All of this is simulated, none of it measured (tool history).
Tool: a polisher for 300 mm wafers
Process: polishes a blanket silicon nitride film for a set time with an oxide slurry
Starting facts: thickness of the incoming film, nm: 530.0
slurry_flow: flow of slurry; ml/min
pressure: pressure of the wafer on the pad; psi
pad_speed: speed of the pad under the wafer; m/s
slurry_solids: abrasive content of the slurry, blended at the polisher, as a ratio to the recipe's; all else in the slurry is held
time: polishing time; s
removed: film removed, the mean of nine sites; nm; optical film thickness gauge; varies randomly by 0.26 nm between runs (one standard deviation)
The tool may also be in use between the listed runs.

run  hour  slurry_flow  pressure  pad_speed  slurry_solids  time  removed
  1   0.0          215       4.2       1.40           1.00    54   52.168
  2   6.4          215       4.2       1.40           1.15    54   56.032
  3   8.3          210       3.8       1.40           1.15    54   49.648
  4  10.3          210       3.8       1.40           1.15    54   50.096
  5  15.8          210       3.8       1.66           1.15    54   57.415
  6  21.8          205       3.4       1.66           1.15    54   50.809

Expected results for the next run?
  7  27.4          200       3.1       1.66           1.15    54        ?

{"run 7": {"removed": 46.394}}
